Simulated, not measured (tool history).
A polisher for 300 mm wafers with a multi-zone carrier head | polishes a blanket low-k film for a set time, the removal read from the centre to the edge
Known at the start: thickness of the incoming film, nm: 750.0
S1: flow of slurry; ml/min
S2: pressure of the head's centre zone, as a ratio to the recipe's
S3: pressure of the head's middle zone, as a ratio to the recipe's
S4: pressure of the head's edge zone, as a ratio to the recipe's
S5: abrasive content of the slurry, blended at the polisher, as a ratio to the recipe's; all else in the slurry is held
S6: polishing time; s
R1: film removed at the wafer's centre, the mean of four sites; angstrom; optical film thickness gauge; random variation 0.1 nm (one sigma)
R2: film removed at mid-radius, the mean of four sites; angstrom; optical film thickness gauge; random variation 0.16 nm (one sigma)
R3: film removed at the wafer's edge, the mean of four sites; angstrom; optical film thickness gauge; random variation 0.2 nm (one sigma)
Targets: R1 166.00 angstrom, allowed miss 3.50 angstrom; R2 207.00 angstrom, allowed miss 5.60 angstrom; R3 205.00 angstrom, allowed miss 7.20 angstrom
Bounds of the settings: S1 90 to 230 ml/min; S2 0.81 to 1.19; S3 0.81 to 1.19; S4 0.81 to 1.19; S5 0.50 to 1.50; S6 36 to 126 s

run 1 hour=0.0 | S1=150 S2=1.00 S3=1.00 S4=1.00 S5=1.00 S6=81 | R1=326.73 R2=321.25 R3=325.35
run 2 hour=6.1 | S1=150 S2=1.00 S3=0.96 S4=1.00 S5=1.00 S6=81 | R1=324.87 R2=305.24 R3=322.17
run 3 hour=14.7 | S1=150 S2=0.96 S3=0.96 S4=1.00 S5=1.00 S6=81 | R1=311.26 R2=308.34 R3=317.58
run 4 hour=21.5 | S1=135 S2=0.91 S3=0.97 S4=1.02 S5=0.85 S6=77 | R1=247.55 R2=261.47 R3=270.80
run 5 hour=24.0 | S1=125 S2=0.88 S3=0.99 S4=1.02 S5=0.75 S6=77 | R1=213.80 R2=239.38 R3=247.90
run 6 hour=25.3 | S1=115 S2=0.86 S3=1.00 S4=0.99 S5=0.70 S6=77 | R1=193.60 R2=220.13 R3=225.05
-- hour=27.3 worn pad replaced by a new one
run 7 hour=27.3 | S1=110 S2=0.84 S3=1.01 S4=0.99 S5=0.70 S6=77 | R1=206.06 R2=246.60 R3=246.41
run 8 hour=35.6 | S1=110 S2=0.83 S3=1.01 S4=0.99 S5=0.65 S6=77 | R1=190.98 R2=230.82 R3=235.17
run 9 hour=37.1 | S1=105 S2=0.82 S3=1.02 S4=0.97 S5=0.60 S6=77 | R1=171.87 R2=213.42 R3=211.53

4 next moves are on the table. One of them brings every result within its allowed miss. Which?
run A hour=38.6 | S1=90 S2=0.87 S3=0.97 S4=1.07 S5=0.75 S6=67 | R1=? R2=? R3=?
run B hour=38.6 | S1=90 S2=0.83 S3=1.03 S4=1.06 S5=0.50 S6=96 | R1=? R2=? R3=?
run C hour=38.6 | S1=90 S2=0.89 S3=0.98 S4=0.96 S5=0.70 S6=70 | R1=? R2=? R3=?
run D hour=38.6 | S1=95 S2=0.86 S3=1.07 S4=1.05 S5=0.60 S6=74 | R1=? R2=? R3=?

move=A R1=180.06 R2=205.24 R3=225.56
move=B R1=166.98 R2=209.92 R3=218.28
move=C R1=182.27 R2=204.80 R3=214.05
move=D R1=166.26 R2=207.53 R3=206.62
A: further off than the last run
B: brings the result that was furthest off to its target, and leaves another outside
C: further off than the last run
D: meets every target
The right move is D.
